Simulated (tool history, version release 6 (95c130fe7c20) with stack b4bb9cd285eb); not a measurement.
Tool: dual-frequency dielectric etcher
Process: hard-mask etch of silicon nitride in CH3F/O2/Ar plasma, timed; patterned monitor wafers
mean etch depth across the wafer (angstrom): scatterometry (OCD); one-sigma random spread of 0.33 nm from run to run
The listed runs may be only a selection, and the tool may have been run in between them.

run	day	source power (kW)	bias power (kW)	etch time (s)	mean etch depth across the wafer (angstrom)
1	0.000	0.440	0.061	154	1106.20
2	0.158	0.440	0.061	141	1013.50
3	0.288	0.430	0.061	141	1000.40
4	0.358	0.420	0.061	141	984.42
5	0.550	0.420	0.061	141	986.07
# day 0.825: wet clean of the chamber
6	0.825	0.420	0.055	141	986.63

Run 7 comes next. What will it give?
7	0.950	0.410	0.055	141	?

Run 7 measured mean etch depth across the wafer (angstrom) 963.25.
